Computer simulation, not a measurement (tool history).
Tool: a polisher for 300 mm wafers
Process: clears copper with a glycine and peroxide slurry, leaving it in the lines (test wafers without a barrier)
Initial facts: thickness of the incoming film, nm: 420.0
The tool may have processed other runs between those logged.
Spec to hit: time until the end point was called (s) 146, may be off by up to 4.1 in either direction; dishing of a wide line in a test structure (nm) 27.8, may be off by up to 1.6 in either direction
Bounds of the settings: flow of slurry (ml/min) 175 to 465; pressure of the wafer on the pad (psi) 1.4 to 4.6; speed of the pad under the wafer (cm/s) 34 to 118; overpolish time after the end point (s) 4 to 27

run,hour,flow of slurry (ml/min),pressure of the wafer on the pad (psi),speed of the pad under the wafer (cm/s),overpolish time after the end point (s),time until the end point was called (s),dishing of a wide line in a test structure (nm)
1,0,295,3,76,14,88.036,38.036
2,2.6,295,2.6,74,14,101.53,34.228
3,11.2,295,2.3,74,14,112.42,32.619
4,12.5,295,2.1,74,14,120.33,30.928
5,17.6,295,2,74,14,124.13,30.011
6,19.1,295,1.9,74,14,128.16,29.167
7,25.1,295,1.8,74,14,131.61,27.874
8,32.6,295,1.7,74,14,139.23,26.632
9,40.4,285,1.5,74,16,151.22,27.829
10,42.6,290,1.5,74,16,149.97,29.137
11,50.3,295,1.5,74,15,149.23,26.825
12,51.3,300,1.5,74,15,151.28,26.761

Exactly one of the 4 candidate moves below puts every result within its allowed miss. Which one?
A,52.3,365,1.6,70,15,?,?
B,52.3,280,1.5,70,16,?,?
C,52.3,285,1.5,74,14,?,?
D,52.3,285,1.6,74,13,?,?

move,time until the end point was called (s),dishing of a wide line in a test structure (nm)
A,146.37,26.651
B,156.29,26.626
C,150.53,24.573
D,144.26,23.952
A: in spec on every target
B: misses by more than the last run did
C: misses by more than the last run did
D: corrects the largest miss of the last run, while another result sits out of spec
Go with A: it meets all targets.
